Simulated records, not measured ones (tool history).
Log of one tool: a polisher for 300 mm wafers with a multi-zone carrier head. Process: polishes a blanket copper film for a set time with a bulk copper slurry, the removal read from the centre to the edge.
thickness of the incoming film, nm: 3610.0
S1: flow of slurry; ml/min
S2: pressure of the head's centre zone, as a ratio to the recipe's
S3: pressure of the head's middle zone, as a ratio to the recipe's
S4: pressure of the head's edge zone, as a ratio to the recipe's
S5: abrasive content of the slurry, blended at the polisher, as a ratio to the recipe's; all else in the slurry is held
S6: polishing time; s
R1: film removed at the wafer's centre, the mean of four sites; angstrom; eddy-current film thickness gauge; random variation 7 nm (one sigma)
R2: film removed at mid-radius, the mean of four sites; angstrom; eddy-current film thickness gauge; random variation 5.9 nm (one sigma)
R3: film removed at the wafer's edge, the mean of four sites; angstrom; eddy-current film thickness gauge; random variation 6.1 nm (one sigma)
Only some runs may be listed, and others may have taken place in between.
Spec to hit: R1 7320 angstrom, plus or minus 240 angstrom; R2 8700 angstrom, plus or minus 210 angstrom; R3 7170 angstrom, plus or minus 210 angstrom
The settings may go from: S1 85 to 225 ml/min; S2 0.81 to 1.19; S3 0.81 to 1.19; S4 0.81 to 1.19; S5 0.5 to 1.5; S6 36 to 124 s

run	hour	S1	S2	S3	S4	S5	S6	R1	R2	R3
1	0	145	1	1	1	1	79	9320.4	9538.1	8784
2	5.4	145	1	1	1	0.85	79	9056.1	9196.1	8614.4
3	10.1	145	1	1	1	0.85	62	7056.3	7249.2	6722.8
4	16.4	145	1.03	1	1	0.85	62	7273.6	7261	6716.8
5	24.2	120	1.03	1	1	0.85	62	6983.1	6977.8	6392
6	30.7	120	1.03	0.95	1	0.85	62	6892.1	6618.2	6414.3
7	36.7	130	1.02	0.97	0.99	0.85	62	7058.7	6865.9	6552.4
8	44.6	140	1.01	0.99	0.99	0.85	62	7045.8	7120.5	6660.1
9	47.6	150	1	1.01	0.98	0.85	62	7170.9	7351.5	6699.5
10	52	155	0.99	1.03	0.98	0.85	62	7146.1	7426.7	6804
11	52.9	160	0.98	1.05	0.98	0.85	62	7133.7	7765	6651.5
12	59	200	0.92	1.07	1.08	0.95	62	7135.4	8131	7469.5
13	67.5	200	0.92	1.08	1.07	0.95	62	7202.7	8410.6	7353.5
14	73	205	0.92	1.1	1.05	0.9	62	7171.2	8346.3	7188
15	77.3	205	0.92	1.11	1.05	0.9	62	7158.3	8438.8	7283.2
16	84.6	205	0.92	1.11	1.04	0.9	62	7062.6	8437.1	7202.4

Next run, 5 choices. One meets every target within its allowed miss, the rest don't. Which?
A	91.9	200	0.95	1.16	1.04	0.95	62	?	?	?
B	91.9	220	0.87	1.08	1.07	0.9	61	?	?	?
C	91.9	200	0.88	1.18	1.07	0.85	62	?	?	?
D	91.9	205	0.93	1.07	1.04	0.85	62	?	?	?
E	91.9	165	0.89	1.19	1.02	0.9	63	?	?	?

move	R1	R2	R3
A	7368.4	8759.2	7224.4
B	6742.3	8173.7	7218.1
C	6754	8708.7	7181.4
D	7113.9	8082	7109.5
E	6756.6	8719.2	7032.6
A: all results land within tolerance of their targets
B: moves away from the targets compared with the last run
C: corrects the largest miss of the last run, while another result sits out of spec
D: moves away from the targets compared with the last run
E: corrects the largest miss of the last run, while another result sits out of spec
Go with A: it meets all targets.

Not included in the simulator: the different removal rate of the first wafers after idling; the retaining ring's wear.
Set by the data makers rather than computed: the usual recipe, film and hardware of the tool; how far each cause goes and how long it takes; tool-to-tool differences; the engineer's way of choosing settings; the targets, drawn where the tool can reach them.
